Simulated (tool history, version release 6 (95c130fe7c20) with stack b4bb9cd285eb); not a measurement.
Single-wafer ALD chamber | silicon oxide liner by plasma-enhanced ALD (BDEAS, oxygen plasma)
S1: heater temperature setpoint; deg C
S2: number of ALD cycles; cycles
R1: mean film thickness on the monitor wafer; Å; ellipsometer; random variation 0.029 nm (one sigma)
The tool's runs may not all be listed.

Run 1, hour 0.0: S1 320 deg C, S2 70 cycles. Result: R1 59.019 Å.
Run 2, hour 1.6: S1 314 deg C, S2 70 cycles. Result: R1 58.978 Å.
Run 3, hour 3.9: S1 309 deg C, S2 70 cycles. Result: R1 60.053 Å.
Run 4, hour 8.2: S1 319 deg C, S2 70 cycles. Result: R1 59.022 Å.
Run 5, hour 9.3: S1 319 deg C, S2 71 cycles. Result: R1 60.378 Å.
Run 6, hour 17.1: S1 325 deg C, S2 71 cycles. Result: R1 59.107 Å.
Run 7, hour 22.4: S1 325 deg C, S2 72 cycles. Result: R1 59.889 Å.
Run 8, hour 29.7: S1 325 deg C, S2 73 cycles. Result: R1 60.818 Å.
Run 9, hour 36.1: S1 325 deg C, S2 74 cycles. Result: R1 61.744 Å.
Run 10, hour 42.4: S1 325 deg C, S2 75 cycles. Result: R1 62.405 Å.
Run 11, hour 45.0: S1 325 deg C, S2 76 cycles. Result: R1 63.638 Å.

Forecast run 12:
Run 12, hour 53.7: S1 325 deg C, S2 77 cycles. Result: R1 ?.

{"run 12": {"R1": 64.394}}
